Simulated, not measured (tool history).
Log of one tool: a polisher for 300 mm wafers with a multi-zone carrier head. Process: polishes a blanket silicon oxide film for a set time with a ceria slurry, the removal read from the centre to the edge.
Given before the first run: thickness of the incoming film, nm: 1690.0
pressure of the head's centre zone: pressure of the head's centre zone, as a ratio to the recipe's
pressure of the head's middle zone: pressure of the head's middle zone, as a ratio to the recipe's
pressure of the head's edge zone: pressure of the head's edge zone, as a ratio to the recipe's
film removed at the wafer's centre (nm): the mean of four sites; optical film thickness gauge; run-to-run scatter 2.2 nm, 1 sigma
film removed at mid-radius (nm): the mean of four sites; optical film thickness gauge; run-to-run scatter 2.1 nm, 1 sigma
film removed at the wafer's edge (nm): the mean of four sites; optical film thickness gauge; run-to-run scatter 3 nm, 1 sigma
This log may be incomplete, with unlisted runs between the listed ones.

| run | hour | flow of slurry (ml/min) | pressure of the head's centre zone | pressure of the head's middle zone | pressure of the head's edge zone | polishing time (s) | film removed at the wafer's centre (nm) | film removed at mid-radius (nm) | film removed at the wafer's edge (nm) |
|---|---|---|---|---|---|---|---|---|---|
| 1 | 0 | 175 | 1 | 1 | 1 | 32 | 221.76 | 226.49 | 230.27 |
| 2 | 7.8 | 175 | 1 | 0.96 | 1 | 32 | 226.91 | 224.42 | 223.2 |
| 3 | 16.7 | 170 | 1.01 | 0.95 | 1.02 | 32 | 226.29 | 213.73 | 231.17 |
| 4 | 23.7 | 170 | 1.02 | 0.94 | 1.01 | 32 | 230.43 | 217.57 | 225.84 |
| 5 | 26.7 | 165 | 1.03 | 0.93 | 1.01 | 32 | 225.51 | 214.5 | 229.59 |
| 6 | 31 | 165 | 1.03 | 0.93 | 1.01 | 27 | 194.66 | 182.04 | 194.01 |
| 7 | 34 | 170 | 1.04 | 0.93 | 1.01 | 27 | 192.28 | 181.34 | 194.15 |
| 8 | 40.4 | 175 | 1.06 | 0.92 | 1.01 | 27 | 194.79 | 177.65 | 192.38 |
| 9 | 41 | 175 | 1.07 | 0.92 | 1 | 27 | 199.37 | 179.7 | 192.93 |
| 10 | 45.9 | 180 | 1.08 | 0.92 | 1 | 27 | 206.4 | 182.36 | 197.3 |
| 11 | 54.3 | 185 | 1.09 | 0.92 | 1 | 27 | 206.3 | 182.65 | 192.07 |
| 12 | 60.9 | 190 | 1.1 | 0.92 | 1.01 | 27 | 207.44 | 184.62 | 195.49 |

Predict the results of run 13:
| 13 | 64.4 | 195 | 1.11 | 0.92 | 1.01 | 27 | ? | ? | ? |

film removed at the wafer's centre (nm): 212.92
film removed at mid-radius (nm): 188.17
film removed at the wafer's edge (nm): 199.33

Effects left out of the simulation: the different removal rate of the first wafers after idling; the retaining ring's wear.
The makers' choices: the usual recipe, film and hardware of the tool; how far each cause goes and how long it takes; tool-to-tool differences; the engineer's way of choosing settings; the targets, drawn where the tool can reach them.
